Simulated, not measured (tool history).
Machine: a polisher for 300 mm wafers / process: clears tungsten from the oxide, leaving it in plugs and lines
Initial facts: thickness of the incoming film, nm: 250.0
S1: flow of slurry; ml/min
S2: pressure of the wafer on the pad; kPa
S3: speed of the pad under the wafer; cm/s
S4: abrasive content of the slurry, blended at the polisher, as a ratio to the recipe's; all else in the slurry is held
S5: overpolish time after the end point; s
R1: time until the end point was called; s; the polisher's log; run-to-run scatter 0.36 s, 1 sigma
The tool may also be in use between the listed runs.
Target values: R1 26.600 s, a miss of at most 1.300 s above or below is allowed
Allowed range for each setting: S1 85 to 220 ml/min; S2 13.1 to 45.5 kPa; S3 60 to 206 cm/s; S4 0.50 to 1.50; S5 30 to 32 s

run    day   S1    S2   S3    S4  S5      R1
  1  0.000  140  29.0  132  1.00  30  41.869
  2  0.100  140  29.0  132  0.85  30  44.028
  3  0.162  140  33.1  132  0.85  30  38.334
  4  0.371  140  33.1  132  0.75  30  38.968
  5  0.733  140  33.1  150  0.75  30  34.570
  6  1.046  140  37.9  150  0.75  30  31.155
  7  1.383  140  38.6  150  0.75  30  30.234
  8  1.671  140  38.6  150  0.75  30  29.784
  9  2.017  140  39.3  150  0.75  30  29.331
 10  2.375  140  40.0  150  0.75  30  28.727
 11  2.650  140  40.7  150  0.75  30  29.159

Exactly one of the 4 candidate moves below puts every result within its allowed miss. Which one?
  A  2.925  130  40.0  150  0.80  32   ?
  B  2.925  130  40.7  146  0.85  31   ?
  C  2.925  160  45.5  162  0.60  32   ?
  D  2.925  155  40.0  164  0.65  32   ?

move      R1
   A  28.482
   B  28.435
   C  23.629
   D  26.196
A: moves toward the targets from the last run without getting all of them in spec
B: moves toward the targets from the last run without getting all of them in spec
C: moves the result that the last run missed by most past its target, out the other side
D: every result lands within tolerance
The move that meets every target is D.
